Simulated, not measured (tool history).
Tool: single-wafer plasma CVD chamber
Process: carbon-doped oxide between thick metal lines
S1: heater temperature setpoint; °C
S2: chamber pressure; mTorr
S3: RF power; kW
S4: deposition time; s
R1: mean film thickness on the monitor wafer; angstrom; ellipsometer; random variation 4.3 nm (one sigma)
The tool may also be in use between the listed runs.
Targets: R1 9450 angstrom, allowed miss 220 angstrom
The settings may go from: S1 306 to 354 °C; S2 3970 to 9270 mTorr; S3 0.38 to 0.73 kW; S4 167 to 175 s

run	hour	S1	S2	S3	S4	R1
1	0	330	6620	0.555	175	10642
2	6.8	330	7810	0.555	175	10871
3	12.2	333	7520	0.53	174	10290
4	19.4	336	7330	0.52	174	10062
5	26.3	336	6660	0.52	174	9977.3
6	29	336	6660	0.555	174	10414
7	37	338	6520	0.54	174	10188
8	38.9	339	6440	0.525	174	9898.3
9	42	341	6330	0.52	174	9786

4 next moves are on the table. One of them brings every result within its allowed miss. Which?
A	45.1	337	5580	0.54	175	?
B	45.1	336	7240	0.485	171	?
C	45.1	339	5930	0.54	175	?
D	45.1	352	6040	0.52	167	?

move	R1
A	10003
B	9408
C	10037
D	9003.1
A: further off than the last run
B: meets every target
C: further off than the last run
D: takes the result that was furthest off past its target
Answer: B
